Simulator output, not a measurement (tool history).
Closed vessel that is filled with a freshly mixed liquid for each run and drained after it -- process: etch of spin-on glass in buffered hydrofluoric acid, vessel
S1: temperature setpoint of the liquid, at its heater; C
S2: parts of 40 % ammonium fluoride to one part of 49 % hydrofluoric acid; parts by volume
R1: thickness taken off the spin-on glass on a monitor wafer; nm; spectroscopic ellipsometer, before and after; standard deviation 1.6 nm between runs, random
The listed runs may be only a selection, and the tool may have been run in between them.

run 1 hour=0 | S1=23 S2=20.5 time_in_the_liquid_(s)=90 | R1=116.43
run 2 hour=7.4 | S1=23 S2=20.5 time_in_the_liquid_(s)=90 | R1=117.28
run 3 hour=12.9 | S1=25.5 S2=20.5 time_in_the_liquid_(s)=90 | R1=135.25
run 4 hour=19.1 | S1=25.5 S2=20.5 time_in_the_liquid_(s)=100 | R1=152.02
run 5 hour=20.3 | S1=25.5 S2=20.5 time_in_the_liquid_(s)=100 | R1=149.41
run 6 hour=27.7 | S1=22 S2=20.5 time_in_the_liquid_(s)=100 | R1=125.02
run 7 hour=31.2 | S1=22.5 S2=20.5 time_in_the_liquid_(s)=100 | R1=128.04

Run 8 has not been measured yet. What should we expect?
run 8 hour=36 | S1=23 S2=20.5 time_in_the_liquid_(s)=100 | R1=?

{"run 8": {"R1": 131.43}}
